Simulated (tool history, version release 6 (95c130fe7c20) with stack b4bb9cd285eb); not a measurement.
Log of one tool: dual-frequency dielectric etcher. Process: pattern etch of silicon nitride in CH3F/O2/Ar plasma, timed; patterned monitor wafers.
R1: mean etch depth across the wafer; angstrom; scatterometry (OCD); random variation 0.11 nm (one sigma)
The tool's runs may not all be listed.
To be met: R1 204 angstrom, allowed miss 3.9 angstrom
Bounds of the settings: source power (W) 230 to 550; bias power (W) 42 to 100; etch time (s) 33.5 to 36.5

run 1 hour=0 | source_power_(W)=390 bias_power_(W)=71 etch_time_(s)=36.5 | R1=246.99
run 2 hour=3.2 | source_power_(W)=360 bias_power_(W)=69 etch_time_(s)=36.5 | R1=239.17
run 3 hour=12 | source_power_(W)=410 bias_power_(W)=69 etch_time_(s)=36.5 | R1=249.97
run 4 hour=18.9 | source_power_(W)=410 bias_power_(W)=69 etch_time_(s)=36.5 | R1=251.22
run 5 hour=27 | source_power_(W)=410 bias_power_(W)=58 etch_time_(s)=36.5 | R1=233.39
run 6 hour=31.9 | source_power_(W)=390 bias_power_(W)=57 etch_time_(s)=36.5 | R1=226.62
run 7 hour=36.5 | source_power_(W)=370 bias_power_(W)=57 etch_time_(s)=36.5 | R1=221.42
run 8 hour=41.7 | source_power_(W)=360 bias_power_(W)=57 etch_time_(s)=36.5 | R1=217.65
run 9 hour=49.2 | source_power_(W)=350 bias_power_(W)=57 etch_time_(s)=36.5 | R1=217.18
run 10 hour=53.6 | source_power_(W)=340 bias_power_(W)=57 etch_time_(s)=36.5 | R1=211.36

5 next moves are on the table. One of them brings every result within its allowed miss. Which?
run A hour=58 | source_power_(W)=360 bias_power_(W)=56 etch_time_(s)=36 | R1=?
run B hour=58 | source_power_(W)=320 bias_power_(W)=68 etch_time_(s)=34.5 | R1=?
run C hour=58 | source_power_(W)=380 bias_power_(W)=58 etch_time_(s)=34.5 | R1=?
run D hour=58 | source_power_(W)=330 bias_power_(W)=56 etch_time_(s)=33.5 | R1=?
run E hour=58 | source_power_(W)=420 bias_power_(W)=42 etch_time_(s)=36 | R1=?

move=A R1=214.46
move=B R1=211.66
move=C R1=214.06
move=D R1=191.44
move=E R1=203.67
A: further off than the last run
B: as far off as the last run
C: further off than the last run
D: takes the result that was furthest off past its target
E: meets every target
Answer: E
